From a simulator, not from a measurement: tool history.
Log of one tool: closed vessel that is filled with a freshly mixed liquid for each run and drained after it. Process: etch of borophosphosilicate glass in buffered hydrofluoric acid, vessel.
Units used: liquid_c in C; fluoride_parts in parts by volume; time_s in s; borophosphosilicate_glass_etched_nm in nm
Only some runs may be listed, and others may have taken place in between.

run,hour,liquid_c,fluoride_parts,time_s,borophosphosilicate_glass_etched_nm
1,0.0,23.0,18.0,95,55.808
2,4.2,23.0,20.5,95,49.556
3,7.3,25.0,18.0,95,61.239
4,16.2,25.0,14.0,95,78.570
# hour 24.8: thermometer replaced
5,24.8,26.5,13.0,95,101.340
6,33.5,26.5,13.0,105,110.850
7,40.0,27.0,13.0,105,114.040
8,43.8,27.5,13.0,105,119.190

Estimate the outcome of run 9 from the log above:
9,45.0,28.0,13.0,105,?

{"run 9": {"borophosphosilicate_glass_etched_nm": 119.84}}
